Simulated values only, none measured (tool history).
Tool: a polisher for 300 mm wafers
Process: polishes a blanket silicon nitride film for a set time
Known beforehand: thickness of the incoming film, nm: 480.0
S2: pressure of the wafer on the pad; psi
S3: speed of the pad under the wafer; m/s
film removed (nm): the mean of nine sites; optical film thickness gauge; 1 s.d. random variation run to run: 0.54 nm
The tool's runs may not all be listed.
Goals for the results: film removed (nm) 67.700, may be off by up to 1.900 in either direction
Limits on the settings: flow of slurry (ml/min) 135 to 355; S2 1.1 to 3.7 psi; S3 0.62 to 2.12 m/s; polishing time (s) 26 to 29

run 1 hour=0.0 | flow_of_slurry_(ml/min)=225 S2=2.4 S3=1.36 polishing_time_(s)=29 | film_removed_(nm)=47.366
run 2 hour=2.0 | flow_of_slurry_(ml/min)=230 S2=2.6 S3=1.36 polishing_time_(s)=29 | film_removed_(nm)=51.362
run 3 hour=9.7 | flow_of_slurry_(ml/min)=230 S2=2.6 S3=1.22 polishing_time_(s)=29 | film_removed_(nm)=48.638
run 4 hour=18.4 | flow_of_slurry_(ml/min)=200 S2=2.6 S3=1.22 polishing_time_(s)=29 | film_removed_(nm)=46.949
run 5 hour=19.3 | flow_of_slurry_(ml/min)=180 S2=2.6 S3=1.22 polishing_time_(s)=29 | film_removed_(nm)=46.365
run 6 hour=20.3 | flow_of_slurry_(ml/min)=180 S2=2.6 S3=1.06 polishing_time_(s)=29 | film_removed_(nm)=42.777
run 7 hour=21.2 | flow_of_slurry_(ml/min)=195 S2=2.9 S3=1.06 polishing_time_(s)=29 | film_removed_(nm)=47.717
run 8 hour=27.1 | flow_of_slurry_(ml/min)=205 S2=3.1 S3=1.08 polishing_time_(s)=29 | film_removed_(nm)=52.407
run 9 hour=28.6 | flow_of_slurry_(ml/min)=215 S2=3.3 S3=1.08 polishing_time_(s)=29 | film_removed_(nm)=55.649
run 10 hour=31.0 | flow_of_slurry_(ml/min)=215 S2=3.3 S3=1.08 polishing_time_(s)=29 | film_removed_(nm)=56.157
run 11 hour=38.7 | flow_of_slurry_(ml/min)=240 S2=3.7 S3=1.10 polishing_time_(s)=29 | film_removed_(nm)=64.308
run 12 hour=43.0 | flow_of_slurry_(ml/min)=240 S2=3.7 S3=1.12 polishing_time_(s)=29 | film_removed_(nm)=65.122
run 13 hour=50.6 | flow_of_slurry_(ml/min)=240 S2=3.7 S3=1.14 polishing_time_(s)=29 | film_removed_(nm)=65.030

5 candidate next runs follow, results not yet known. Just one meets every target within its allowed miss. Identify it.
run A hour=58.2 | flow_of_slurry_(ml/min)=270 S2=3.7 S3=1.28 polishing_time_(s)=29 | film_removed_(nm)=?
run B hour=58.2 | flow_of_slurry_(ml/min)=235 S2=3.7 S3=1.36 polishing_time_(s)=29 | film_removed_(nm)=?
run C hour=58.2 | flow_of_slurry_(ml/min)=225 S2=2.9 S3=1.78 polishing_time_(s)=29 | film_removed_(nm)=?
run D hour=58.2 | flow_of_slurry_(ml/min)=270 S2=3.6 S3=1.32 polishing_time_(s)=26 | film_removed_(nm)=?
run E hour=58.2 | flow_of_slurry_(ml/min)=300 S2=3.7 S3=1.32 polishing_time_(s)=29 | film_removed_(nm)=?

move=A film_removed_(nm)=70.854
move=B film_removed_(nm)=72.398
move=C film_removed_(nm)=67.379
move=D film_removed_(nm)=63.022
move=E film_removed_(nm)=72.967
A: moves the result that the last run missed by most past its target, out the other side
B: moves the result that the last run missed by most past its target, out the other side
C: all results in spec
D: misses by more than the last run did
E: moves the result that the last run missed by most past its target, out the other side
So the answer is move C, the one that meets all the targets.
